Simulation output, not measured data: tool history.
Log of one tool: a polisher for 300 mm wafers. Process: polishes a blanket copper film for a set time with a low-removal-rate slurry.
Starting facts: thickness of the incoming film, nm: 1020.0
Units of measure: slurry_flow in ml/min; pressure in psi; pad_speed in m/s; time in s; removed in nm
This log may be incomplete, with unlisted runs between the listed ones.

run,day,slurry_flow,pressure,pad_speed,slurry_solids,time,removed
1,0,190,1.8,1.2,1,51,92.155
2,0.358,190,2.1,1.24,1,51,111.33
3,0.446,190,2.1,1.5,1,51,130.85
4,0.675,190,2.3,1.52,1,51,148.26
5,0.7,190,2.3,1.26,1,51,120.27
6,1,190,2,1.26,1,51,106.71

What will run 7 give?
7,1.204,190,2.3,1.32,1,51,?

For run 7 the tool returned removed 129.24 nm.
